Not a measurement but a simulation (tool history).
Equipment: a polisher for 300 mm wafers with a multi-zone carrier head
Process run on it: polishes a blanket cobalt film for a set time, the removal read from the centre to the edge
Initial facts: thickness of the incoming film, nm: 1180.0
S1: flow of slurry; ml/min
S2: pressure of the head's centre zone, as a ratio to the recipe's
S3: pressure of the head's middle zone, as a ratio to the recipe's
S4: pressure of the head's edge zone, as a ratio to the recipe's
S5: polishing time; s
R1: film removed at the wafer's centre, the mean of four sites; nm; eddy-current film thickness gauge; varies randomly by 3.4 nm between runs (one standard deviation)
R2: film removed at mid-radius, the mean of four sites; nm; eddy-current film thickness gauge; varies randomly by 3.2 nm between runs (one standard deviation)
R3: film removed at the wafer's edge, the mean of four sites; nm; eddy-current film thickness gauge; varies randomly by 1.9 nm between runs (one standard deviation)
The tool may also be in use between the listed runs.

{"run": 1, "hour": 0.0, "S1": 225, "S2": 1.0, "S3": 1.0, "S4": 1.0, "S5": 90, "R1": 356.19, "R2": 343.96, "R3": 349.2}
{"run": 2, "hour": 1.7, "S1": 275, "S2": 1.0, "S3": 1.0, "S4": 1.0, "S5": 90, "R1": 357.82, "R2": 368.38, "R3": 359.03}
{"run": 3, "hour": 8.1, "S1": 270, "S2": 1.0, "S3": 0.99, "S4": 0.99, "S5": 87, "R1": 338.42, "R2": 346.93, "R3": 338.94}
{"run": 4, "hour": 16.8, "S1": 265, "S2": 1.0, "S3": 0.98, "S4": 0.98, "S5": 85, "R1": 333.29, "R2": 326.99, "R3": 331.96}
{"run": 5, "hour": 22.6, "S1": 265, "S2": 1.0, "S3": 0.98, "S4": 0.97, "S5": 83, "R1": 336.85, "R2": 322.95, "R3": 325.18}
{"run": 6, "hour": 24.4, "S1": 290, "S2": 1.0, "S3": 0.98, "S4": 0.97, "S5": 83, "R1": 334.65, "R2": 335.85, "R3": 329.01}
{"run": 7, "hour": 32.3, "S1": 225, "S2": 0.97, "S3": 0.91, "S4": 0.87, "S5": 58, "R1": 223.24, "R2": 209.34, "R3": 214.23}
{"run": 8, "hour": 38.3, "S1": 230, "S2": 0.98, "S3": 0.91, "S4": 0.88, "S5": 58, "R1": 218.72, "R2": 212.58, "R3": 212.71}
{"run": 9, "hour": 42.7, "S1": 235, "S2": 0.99, "S3": 0.91, "S4": 0.89, "S5": 58, "R1": 225.07, "R2": 212.59, "R3": 216.15}
{"run": 10, "hour": 51.7, "S1": 240, "S2": 1.0, "S3": 0.91, "S4": 0.9, "S5": 58, "R1": 232.57, "R2": 214.01, "R3": 216.01}
{"run": 11, "hour": 55.6, "S1": 245, "S2": 1.0, "S3": 0.91, "S4": 0.91, "S5": 58, "R1": 229.82, "R2": 215.26, "R3": 216.86}
{"run": 12, "hour": 59.1, "S1": 250, "S2": 1.0, "S3": 0.91, "S4": 0.92, "S5": 58, "R1": 235.64, "R2": 217.96, "R3": 221.71}
{"run": 13, "hour": 67.7, "S1": 255, "S2": 1.0, "S3": 0.91, "S4": 0.92, "S5": 58, "R1": 225.48, "R2": 219.34, "R3": 220.63}

Expected results for the next run?
{"run": 14, "hour": 69.0, "S1": 255, "S2": 1.01, "S3": 0.91, "S4": 0.93, "S5": 58, "R1": "?", "R2": "?", "R3": "?"}

Run 14 came out at R1 229.97 nm, R2 220.66 nm, R3 220.23 nm.

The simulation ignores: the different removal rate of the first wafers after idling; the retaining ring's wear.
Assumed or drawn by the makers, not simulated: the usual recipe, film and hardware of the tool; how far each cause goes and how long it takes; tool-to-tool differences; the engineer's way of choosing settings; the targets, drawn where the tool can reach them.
